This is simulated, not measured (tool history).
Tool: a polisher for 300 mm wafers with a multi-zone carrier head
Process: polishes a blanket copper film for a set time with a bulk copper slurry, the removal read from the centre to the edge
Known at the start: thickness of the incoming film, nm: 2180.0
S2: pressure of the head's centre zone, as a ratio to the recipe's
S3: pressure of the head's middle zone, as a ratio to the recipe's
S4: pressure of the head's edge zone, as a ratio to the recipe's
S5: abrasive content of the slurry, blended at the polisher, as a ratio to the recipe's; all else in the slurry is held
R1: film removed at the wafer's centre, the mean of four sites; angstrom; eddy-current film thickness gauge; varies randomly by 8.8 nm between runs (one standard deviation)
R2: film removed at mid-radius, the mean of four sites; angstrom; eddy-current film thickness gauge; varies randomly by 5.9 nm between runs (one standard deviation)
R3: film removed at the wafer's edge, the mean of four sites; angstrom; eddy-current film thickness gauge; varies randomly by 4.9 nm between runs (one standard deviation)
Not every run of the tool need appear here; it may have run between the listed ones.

Run 1, day 0.000: flow of slurry (ml/min) 125, S2 1.00, S3 1.00, S4 1.00, S5 1.00, polishing time (s) 74. Result: R1 5809.7 angstrom, R2 5705.5 angstrom, R3 5671.0 angstrom.
Run 2, day 0.325: flow of slurry (ml/min) 125, S2 1.05, S3 1.00, S4 1.00, S5 1.00, polishing time (s) 74. Result: R1 6000.7 angstrom, R2 5760.2 angstrom, R3 5695.4 angstrom.
Run 3, day 0.529: flow of slurry (ml/min) 125, S2 1.05, S3 1.00, S4 1.00, S5 1.00, polishing time (s) 65. Result: R1 5235.8 angstrom, R2 5047.4 angstrom, R3 4986.2 angstrom.
Run 4, day 0.788: flow of slurry (ml/min) 140, S2 1.08, S3 0.99, S4 1.04, S5 1.15, polishing time (s) 69. Result: R1 5951.7 angstrom, R2 5501.2 angstrom, R3 5581.0 angstrom.
Run 5, day 1.008: flow of slurry (ml/min) 150, S2 1.10, S3 0.99, S4 1.07, S5 1.25, polishing time (s) 73. Result: R1 6611.5 angstrom, R2 6012.5 angstrom, R3 6152.3 angstrom.
Run 6, day 1.317: flow of slurry (ml/min) 150, S2 1.10, S3 0.99, S4 1.11, S5 1.25, polishing time (s) 73. Result: R1 6707.4 angstrom, R2 6056.9 angstrom, R3 6208.8 angstrom.
Run 7, day 1.571: flow of slurry (ml/min) 155, S2 1.11, S3 0.98, S4 1.13, S5 1.30, polishing time (s) 76. Result: R1 7152.7 angstrom, R2 6240.3 angstrom, R3 6559.6 angstrom.

Predict the results of run 8:
Run 8, day 1.854: flow of slurry (ml/min) 160, S2 1.12, S3 0.98, S4 1.14, S5 1.35, polishing time (s) 78. Result: R1 ?, R2 ?, R3 ?.

Run 8 produced R1 7357.7 angstrom, R2 6529.7 angstrom, R3 6920.5 angstrom.
